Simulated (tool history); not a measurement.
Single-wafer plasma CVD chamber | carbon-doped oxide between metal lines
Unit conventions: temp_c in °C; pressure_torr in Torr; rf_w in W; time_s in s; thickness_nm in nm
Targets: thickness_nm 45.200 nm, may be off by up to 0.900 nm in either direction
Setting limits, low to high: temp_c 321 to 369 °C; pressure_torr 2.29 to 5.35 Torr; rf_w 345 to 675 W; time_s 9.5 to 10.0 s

run,hour,temp_c,pressure_torr,rf_w,time_s,thickness_nm
1,0.0,345,3.82,510,10.0,52.054
2,5.9,346,3.74,500,10.0,50.797
3,10.3,347,3.65,495,10.0,50.309
4,18.2,347,3.65,495,10.0,50.170
5,26.5,347,3.65,465,10.0,48.216
6,35.2,347,3.65,500,10.0,50.537
7,35.9,348,3.56,495,10.0,50.244
8,38.1,349,3.55,490,10.0,49.238
9,41.9,350,3.50,490,10.0,49.406
10,44.9,351,3.46,485,10.0,48.833
11,47.7,352,3.41,480,10.0,48.141
12,54.0,353,3.36,480,10.0,48.344
13,59.4,357,3.06,435,9.9,44.256
14,61.0,357,3.08,435,9.9,43.985

Of the 5 settings listed for the next run, only one would bring every result within its allowed miss of target. Which one?
A,62.6,356,2.85,440,9.5,?
B,62.6,349,3.01,410,9.8,?
C,62.6,349,3.22,430,10.0,?
D,62.6,359,2.80,430,10.0,?
E,62.6,363,3.52,405,10.0,?

move,thickness_nm
A,42.268
B,42.619
C,45.127
D,43.440
E,42.368
A: its largest miss is bigger than the last run's
B: its largest miss is bigger than the last run's
C: every result lands within tolerance
D: its largest miss is bigger than the last run's
E: its largest miss is bigger than the last run's
The right move is C.

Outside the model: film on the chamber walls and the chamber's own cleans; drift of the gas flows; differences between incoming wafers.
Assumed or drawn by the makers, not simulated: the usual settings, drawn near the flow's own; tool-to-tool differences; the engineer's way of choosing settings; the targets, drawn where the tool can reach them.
